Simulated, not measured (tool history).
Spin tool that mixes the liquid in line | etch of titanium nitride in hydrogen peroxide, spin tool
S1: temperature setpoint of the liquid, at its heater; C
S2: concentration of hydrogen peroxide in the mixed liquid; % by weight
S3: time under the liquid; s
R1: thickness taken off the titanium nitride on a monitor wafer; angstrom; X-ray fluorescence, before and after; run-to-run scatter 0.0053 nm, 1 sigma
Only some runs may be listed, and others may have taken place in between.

run  hour    S1    S2  S3      R1
  1   0.0  50.0  17.5  95  30.314
  2   6.0  47.5  17.5  95  25.220
  3  12.8  45.5  17.5  95  21.841
  4  15.0  44.0  17.5  95  19.440
  5  22.5  42.5  17.5  95  17.343
  6  31.4  47.0  17.5  95  24.375
  7  34.5  45.0  17.5  95  21.032
  8  35.8  43.5  17.5  95  18.890

Run 9 is up next; what results do you expect?
  9  40.8  42.5  17.5  95   ?

{"run 9": {"R1": 17.342}}

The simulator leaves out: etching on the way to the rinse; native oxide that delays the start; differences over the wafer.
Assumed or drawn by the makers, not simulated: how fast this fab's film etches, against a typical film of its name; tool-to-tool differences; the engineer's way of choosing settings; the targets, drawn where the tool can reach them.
